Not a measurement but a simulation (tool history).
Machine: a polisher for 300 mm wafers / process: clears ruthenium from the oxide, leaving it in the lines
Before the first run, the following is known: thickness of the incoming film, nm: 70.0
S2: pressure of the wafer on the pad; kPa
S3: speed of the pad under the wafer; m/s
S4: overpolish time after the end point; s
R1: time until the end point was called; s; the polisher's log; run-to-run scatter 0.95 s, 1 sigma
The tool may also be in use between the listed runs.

{"run": 1, "hour": 0.0, "flow of slurry (ml/min)": 240, "S2": 10.3, "S3": 1.1, "S4": 5, "R1": 79.329}
{"run": 2, "hour": 1.3, "flow of slurry (ml/min)": 240, "S2": 9.7, "S3": 1.1, "S4": 5, "R1": 84.894}
{"run": 3, "hour": 9.2, "flow of slurry (ml/min)": 240, "S2": 9, "S3": 1.1, "S4": 5, "R1": 90.93}
{"run": 4, "hour": 10.3, "flow of slurry (ml/min)": 235, "S2": 9, "S3": 1.1, "S4": 5, "R1": 89.149}
{"run": 5, "hour": 15.9, "flow of slurry (ml/min)": 235, "S2": 11, "S3": 1.1, "S4": 5, "R1": 75.144}
{"run": 6, "hour": 23.5, "flow of slurry (ml/min)": 235, "S2": 10.3, "S3": 1.1, "S4": 5, "R1": 80.012}
{"run": 7, "hour": 29.7, "flow of slurry (ml/min)": 235, "S2": 9.7, "S3": 1.1, "S4": 5, "R1": 83.703}
{"run": 8, "hour": 37.8, "flow of slurry (ml/min)": 235, "S2": 9, "S3": 1.1, "S4": 5, "R1": 88.869}

Forecast run 9:
{"run": 9, "hour": 46.1, "flow of slurry (ml/min)": 235, "S2": 8.3, "S3": 1.1, "S4": 5, "R1": "?"}

Run 9 came out at R1 97.893 s.

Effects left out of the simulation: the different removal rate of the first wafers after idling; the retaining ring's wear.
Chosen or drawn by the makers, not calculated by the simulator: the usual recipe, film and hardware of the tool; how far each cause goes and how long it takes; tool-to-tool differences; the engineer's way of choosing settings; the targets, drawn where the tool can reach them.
